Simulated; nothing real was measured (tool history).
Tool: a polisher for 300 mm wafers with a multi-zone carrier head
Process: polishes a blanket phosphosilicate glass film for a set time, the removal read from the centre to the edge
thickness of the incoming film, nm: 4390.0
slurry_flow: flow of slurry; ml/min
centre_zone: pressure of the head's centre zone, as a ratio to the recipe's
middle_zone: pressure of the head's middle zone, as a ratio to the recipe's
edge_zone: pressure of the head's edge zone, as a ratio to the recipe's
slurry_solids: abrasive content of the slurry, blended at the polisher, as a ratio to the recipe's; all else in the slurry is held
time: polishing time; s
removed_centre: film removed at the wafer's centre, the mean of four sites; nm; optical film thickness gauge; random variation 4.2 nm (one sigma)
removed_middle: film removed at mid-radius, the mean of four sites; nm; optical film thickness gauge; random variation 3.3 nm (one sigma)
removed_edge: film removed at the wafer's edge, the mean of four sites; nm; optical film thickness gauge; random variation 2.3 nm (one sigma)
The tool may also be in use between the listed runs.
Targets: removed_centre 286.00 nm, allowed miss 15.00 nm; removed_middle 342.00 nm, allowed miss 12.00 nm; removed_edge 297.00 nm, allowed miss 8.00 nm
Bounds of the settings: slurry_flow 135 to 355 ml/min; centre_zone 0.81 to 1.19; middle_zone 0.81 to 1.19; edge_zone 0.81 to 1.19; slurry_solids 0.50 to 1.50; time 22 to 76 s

{"run": 1, "hour": 0.0, "slurry_flow": 225, "centre_zone": 1.0, "middle_zone": 1.0, "edge_zone": 1.0, "slurry_solids": 1.0, "time": 49, "removed_centre": 514.33, "removed_middle": 487.4, "removed_edge": 498.57}
{"run": 2, "hour": 1.5, "slurry_flow": 225, "centre_zone": 1.0, "middle_zone": 1.0, "edge_zone": 1.0, "slurry_solids": 1.1, "time": 49, "removed_centre": 528.08, "removed_middle": 525.92, "removed_edge": 521.43}
{"run": 3, "hour": 4.4, "slurry_flow": 185, "centre_zone": 1.0, "middle_zone": 1.0, "edge_zone": 1.0, "slurry_solids": 1.1, "time": 49, "removed_centre": 524.51, "removed_middle": 503.95, "removed_edge": 512.19}
{"run": 4, "hour": 8.4, "slurry_flow": 200, "centre_zone": 0.96, "middle_zone": 1.04, "edge_zone": 0.97, "slurry_solids": 0.95, "time": 46, "removed_centre": 449.66, "removed_middle": 451.21, "removed_edge": 438.84}
{"run": 5, "hour": 15.8, "slurry_flow": 210, "centre_zone": 0.92, "middle_zone": 1.08, "edge_zone": 0.96, "slurry_solids": 0.85, "time": 44, "removed_centre": 385.29, "removed_middle": 415.76, "removed_edge": 388.89}
{"run": 6, "hour": 23.3, "slurry_flow": 210, "centre_zone": 0.89, "middle_zone": 1.1, "edge_zone": 0.94, "slurry_solids": 0.75, "time": 44, "removed_centre": 331.17, "removed_middle": 387.44, "removed_edge": 340.53}
{"run": 7, "hour": 32.3, "slurry_flow": 205, "centre_zone": 0.87, "middle_zone": 1.08, "edge_zone": 0.91, "slurry_solids": 0.75, "time": 44, "removed_centre": 321.39, "removed_middle": 384.02, "removed_edge": 343.22}
{"run": 8, "hour": 36.2, "slurry_flow": 205, "centre_zone": 0.87, "middle_zone": 1.08, "edge_zone": 0.91, "slurry_solids": 0.75, "time": 44, "removed_centre": 317.2, "removed_middle": 379.57, "removed_edge": 336.99}
{"run": 9, "hour": 38.2, "slurry_flow": 200, "centre_zone": 0.87, "middle_zone": 1.07, "edge_zone": 0.89, "slurry_solids": 0.7, "time": 44, "removed_centre": 301.55, "removed_middle": 353.25, "removed_edge": 313.1}
{"run": 10, "hour": 45.9, "slurry_flow": 190, "centre_zone": 0.87, "middle_zone": 1.07, "edge_zone": 0.88, "slurry_solids": 0.7, "time": 44, "removed_centre": 292.96, "removed_middle": 340.7, "removed_edge": 309.32}
{"run": 11, "hour": 50.0, "slurry_flow": 190, "centre_zone": 0.87, "middle_zone": 1.07, "edge_zone": 0.88, "slurry_solids": 0.7, "time": 44, "removed_centre": 294.36, "removed_middle": 345.65, "removed_edge": 310.98}
{"hour": 55.6, "done": "centre zone pressure recalibrated"}
{"run": 12, "hour": 55.6, "slurry_flow": 185, "centre_zone": 0.87, "middle_zone": 1.08, "edge_zone": 0.87, "slurry_solids": 0.7, "time": 44, "removed_centre": 282.46, "removed_middle": 350.33, "removed_edge": 307.53}
{"run": 13, "hour": 57.8, "slurry_flow": 185, "centre_zone": 0.88, "middle_zone": 1.08, "edge_zone": 0.86, "slurry_solids": 0.7, "time": 44, "removed_centre": 284.1, "removed_middle": 350.45, "removed_edge": 306.48}
{"run": 14, "hour": 58.4, "slurry_flow": 190, "centre_zone": 0.89, "middle_zone": 1.07, "edge_zone": 0.85, "slurry_solids": 0.7, "time": 44, "removed_centre": 294.3, "removed_middle": 345.58, "removed_edge": 312.11}
{"run": 15, "hour": 61.0, "slurry_flow": 190, "centre_zone": 0.9, "middle_zone": 1.08, "edge_zone": 0.84, "slurry_solids": 0.7, "time": 44, "removed_centre": 294.23, "removed_middle": 346.89, "removed_edge": 305.47}

5 next moves are on the table. One of them brings every result within its allowed miss. Which?
{"run": "A", "hour": 63.6, "slurry_flow": 185, "centre_zone": 0.94, "middle_zone": 1.01, "edge_zone": 0.88, "slurry_solids": 0.6, "time": 54, "removed_centre": "?", "removed_middle": "?", "removed_edge": "?"}
{"run": "B", "hour": 63.6, "slurry_flow": 195, "centre_zone": 0.97, "middle_zone": 1.08, "edge_zone": 0.85, "slurry_solids": 0.75, "time": 41, "removed_centre": "?", "removed_middle": "?", "removed_edge": "?"}
{"run": "C", "hour": 63.6, "slurry_flow": 200, "centre_zone": 1.03, "middle_zone": 1.08, "edge_zone": 0.84, "slurry_solids": 0.6, "time": 50, "removed_centre": "?", "removed_middle": "?", "removed_edge": "?"}
{"run": "D", "hour": 63.6, "slurry_flow": 160, "centre_zone": 0.99, "middle_zone": 1.05, "edge_zone": 0.81, "slurry_solids": 0.65, "time": 48, "removed_centre": "?", "removed_middle": "?", "removed_edge": "?"}
{"run": "E", "hour": 63.6, "slurry_flow": 225, "centre_zone": 0.92, "middle_zone": 1.11, "edge_zone": 0.9, "slurry_solids": 0.75, "time": 38, "removed_centre": "?", "removed_middle": "?", "removed_edge": "?"}

move=A removed_centre=319.34 removed_middle=346.91 removed_edge=322.93
move=B removed_centre=315.87 removed_middle=351.35 removed_edge=303.21
move=C removed_centre=329.05 removed_middle=344.27 removed_edge=295.32
move=D removed_centre=316.73 removed_middle=338.47 removed_edge=295.90
move=E removed_centre=284.29 removed_middle=340.63 removed_edge=292.89
A: further off than the last run
B: brings the result that was furthest off to its target, and leaves another outside
C: brings the result that was furthest off to its target, and leaves another outside
D: brings the result that was furthest off to its target, and leaves another outside
E: meets every target
The right move is E.

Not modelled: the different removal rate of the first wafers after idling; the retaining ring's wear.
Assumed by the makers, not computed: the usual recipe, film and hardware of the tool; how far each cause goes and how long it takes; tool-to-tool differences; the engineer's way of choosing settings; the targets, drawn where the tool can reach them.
